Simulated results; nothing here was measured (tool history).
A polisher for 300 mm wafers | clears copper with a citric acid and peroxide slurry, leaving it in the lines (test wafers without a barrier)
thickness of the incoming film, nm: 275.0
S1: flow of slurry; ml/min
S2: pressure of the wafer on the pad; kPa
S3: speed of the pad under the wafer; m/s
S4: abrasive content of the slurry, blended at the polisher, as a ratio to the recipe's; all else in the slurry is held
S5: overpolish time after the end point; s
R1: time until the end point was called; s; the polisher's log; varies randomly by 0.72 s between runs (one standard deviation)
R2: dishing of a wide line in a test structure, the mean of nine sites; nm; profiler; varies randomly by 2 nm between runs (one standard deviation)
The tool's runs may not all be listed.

run	day	S1	S2	S3	S4	S5	R1	R2
1	0.000	290	22.8	1.40	1.0	29	79.965	62.004
2	0.150	355	22.8	1.40	1.0	29	77.817	58.519
3	0.175	360	24.8	1.42	1.0	28	71.536	63.901
4	0.350	360	24.8	1.42	1.0	39	71.633	79.183
5	0.625	365	26.2	1.44	1.0	36	66.630	82.708
6	0.783	370	27.6	1.46	1.0	32	62.146	79.023
7	0.962	375	29.0	1.48	1.0	29	59.080	80.033
8	1.296	380	30.3	1.50	1.0	26	56.111	76.659
9	1.496	380	31.0	1.52	1.0	24	54.528	73.975
10	1.746	380	31.7	1.54	1.0	23	51.624	71.656
11	2.071	380	32.4	1.54	1.0	23	50.422	75.078

Expected results for the next run?
12	2.204	380	32.4	1.54	1.0	23	?	?

{"run 12": {"R1": 50.892, "R2": 75.006}}

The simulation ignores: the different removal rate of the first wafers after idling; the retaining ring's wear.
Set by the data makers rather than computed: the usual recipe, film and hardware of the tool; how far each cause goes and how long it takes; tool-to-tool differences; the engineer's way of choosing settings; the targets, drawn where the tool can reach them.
